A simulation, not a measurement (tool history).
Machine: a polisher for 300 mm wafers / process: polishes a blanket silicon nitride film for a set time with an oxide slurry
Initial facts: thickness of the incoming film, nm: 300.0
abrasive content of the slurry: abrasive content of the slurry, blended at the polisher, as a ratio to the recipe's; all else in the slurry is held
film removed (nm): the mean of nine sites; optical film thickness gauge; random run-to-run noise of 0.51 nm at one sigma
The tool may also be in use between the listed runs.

run  hour  flow of slurry (ml/min)  pressure of the wafer on the pad (psi)  speed of the pad under the wafer (cm/s)  abrasive content of the slurry  polishing time (s)  film removed (nm)
  1   0.0                      190                                     4.5                                      136                             1.0                  32             31.724
  2   6.7                      190                                     3.8                                      136                             1.0                  32             26.793
  3  10.7                      190                                     3.8                                      124                             1.0                  32             24.855
  4  18.0                      155                                     3.8                                      124                             1.0                  32             24.250
  5  22.2                      160                                     4.7                                      126                             1.0                  32             30.539
  6  26.8                      160                                     4.7                                      126                             1.2                  32             32.151
  7  30.5                      165                                     5.2                                      126                             1.2                  32             36.217
  8  38.1                      170                                     5.6                                      126                             1.2                  32             38.589
  9  45.4                      170                                     6.0                                      126                             1.2                  32             40.727

Predict the results of run 10:
 10  53.9                      170                                     6.3                                      128                             1.2                  32                  ?

Logged for run 10: film removed (nm) 42.939.
